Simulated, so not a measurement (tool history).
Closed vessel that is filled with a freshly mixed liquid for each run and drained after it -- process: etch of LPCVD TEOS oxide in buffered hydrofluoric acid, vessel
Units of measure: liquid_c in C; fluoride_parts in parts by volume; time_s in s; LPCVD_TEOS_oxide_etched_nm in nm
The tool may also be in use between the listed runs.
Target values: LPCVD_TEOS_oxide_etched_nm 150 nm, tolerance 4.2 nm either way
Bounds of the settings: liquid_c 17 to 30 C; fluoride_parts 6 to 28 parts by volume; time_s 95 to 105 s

run	hour	liquid_c	fluoride_parts	time_s	LPCVD_TEOS_oxide_etched_nm
1	0	22	17	95	107.63
2	2.6	22	17	105	119.43
3	5.9	23	17	105	125.54
4	7	24	17	105	133.22
5	13.3	24	17	95	119.85
6	19.1	25	17	95	127.68
7	23.3	25.5	17	95	130.96
8	27.2	26	17	95	134.28
9	31.3	26.5	17	95	138.46
10	40.2	27	17	95	141.77
11	46.7	27.5	17	95	145.96

Exercise: of the 4 proposed moves below, exactly one satisfies all targets within the stated allowed misses. Which move is it?
A	53.2	26.5	15	100	?
B	53.2	26	17	100	?
C	53.2	27	16	95	?
D	53.2	25.5	16	95	?

move	LPCVD_TEOS_oxide_etched_nm
A	164.84
B	141.89
C	150.98
D	139.26
A: takes the biggest miss from the last run beyond its target
B: further off than the last run
C: all results in spec
D: further off than the last run
Correct choice: C, which meets every target

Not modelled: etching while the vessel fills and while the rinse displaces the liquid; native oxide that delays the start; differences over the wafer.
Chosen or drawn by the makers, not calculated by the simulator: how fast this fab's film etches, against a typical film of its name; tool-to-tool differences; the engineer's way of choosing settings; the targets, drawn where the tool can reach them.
